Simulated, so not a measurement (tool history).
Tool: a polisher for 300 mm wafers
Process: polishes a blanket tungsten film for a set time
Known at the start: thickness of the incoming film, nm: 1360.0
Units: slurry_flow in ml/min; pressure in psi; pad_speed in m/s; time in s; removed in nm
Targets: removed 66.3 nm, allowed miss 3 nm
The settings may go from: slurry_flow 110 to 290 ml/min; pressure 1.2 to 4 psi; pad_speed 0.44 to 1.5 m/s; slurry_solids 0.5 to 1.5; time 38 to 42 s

| run | hour | slurry_flow | pressure | pad_speed | slurry_solids | time | removed |
|---|---|---|---|---|---|---|---|
| 1 | 0 | 185 | 2.6 | 0.96 | 1 | 42 | 122.38 |
| 2 | 7.5 | 185 | 2.6 | 0.96 | 0.8 | 42 | 115.33 |
| 3 | 13.9 | 185 | 2.2 | 0.94 | 0.8 | 42 | 102.24 |
| 4 | 16.7 | 185 | 2.2 | 0.94 | 0.9 | 42 | 103.24 |
| 5 | 24 | 185 | 1.9 | 0.9 | 0.9 | 42 | 91.696 |
| 6 | 25.8 | 185 | 1.9 | 0.9 | 1.1 | 42 | 96.868 |
| 7 | 29.7 | 185 | 1.7 | 0.84 | 1.1 | 42 | 87.829 |
| 8 | 33.2 | 185 | 1.5 | 0.8 | 1.1 | 42 | 74.812 |
| 9 | 37.9 | 185 | 1.4 | 0.8 | 1.1 | 42 | 71.048 |
| 10 | 42 | 185 | 1.3 | 0.8 | 1.1 | 42 | 71.176 |

Which of these 5 next moves meets every target?
| A | 46.1 | 165 | 1.2 | 0.76 | 1.25 | 42 | ? |
| B | 46.1 | 190 | 1.4 | 0.84 | 1.05 | 41 | ? |
| C | 46.1 | 180 | 1.3 | 0.96 | 1.05 | 42 | ? |
| D | 46.1 | 160 | 1.6 | 0.82 | 1.05 | 42 | ? |
| E | 46.1 | 240 | 1.4 | 0.9 | 1.05 | 42 | ? |

| move | removed |
|---|---|
| A | 66.84 |
| B | 75.393 |
| C | 83.944 |
| D | 78.682 |
| E | 85.193 |
A: meets every target
B: further off than the last run
C: further off than the last run
D: further off than the last run
E: further off than the last run
Move A is the one to make.
